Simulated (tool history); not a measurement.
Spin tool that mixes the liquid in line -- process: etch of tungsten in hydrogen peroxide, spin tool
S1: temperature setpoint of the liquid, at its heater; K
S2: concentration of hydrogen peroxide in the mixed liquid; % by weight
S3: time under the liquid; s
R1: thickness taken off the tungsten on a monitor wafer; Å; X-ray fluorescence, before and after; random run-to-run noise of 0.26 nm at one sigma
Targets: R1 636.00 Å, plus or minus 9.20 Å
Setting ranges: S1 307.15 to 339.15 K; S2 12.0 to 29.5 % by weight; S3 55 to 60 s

run  hour      S1    S2  S3      R1
  1   0.0  323.15  20.0  55  570.46
  2   4.2  323.65  20.0  55  588.16
  3   7.6  320.15  20.0  55  470.83
  4  15.5  315.65  20.0  55  355.55
  5  18.4  317.65  20.0  55  405.34
  6  19.9  317.65  20.0  60  442.06
  7  23.5  319.15  20.0  60  485.06
  8  32.4  320.15  20.0  60  518.11
  9  36.4  321.15  20.0  60  547.46
 10  42.8  321.65  20.0  60  567.69
 11  45.0  322.15  20.0  60  580.70
 12  48.1  322.65  20.0  60  601.81
 13  51.0  323.15  20.0  60  620.05
 14  54.4  323.15  20.0  60  622.81

4 candidate next runs follow, results not yet known. Just one meets every target within its allowed miss. Identify it.
  A  57.8  322.15  23.5  60   ?
  B  57.8  322.65  19.5  60   ?
  C  57.8  322.15  22.0  60   ?
  D  57.8  322.65  20.0  60   ?

move      R1
   A  632.68
   B  594.30
   C  612.16
   D  601.87
A: each result inside its tolerance
B: its largest miss is bigger than the last run's
C: its largest miss is bigger than the last run's
D: its largest miss is bigger than the last run's
Correct choice: A, which meets every target
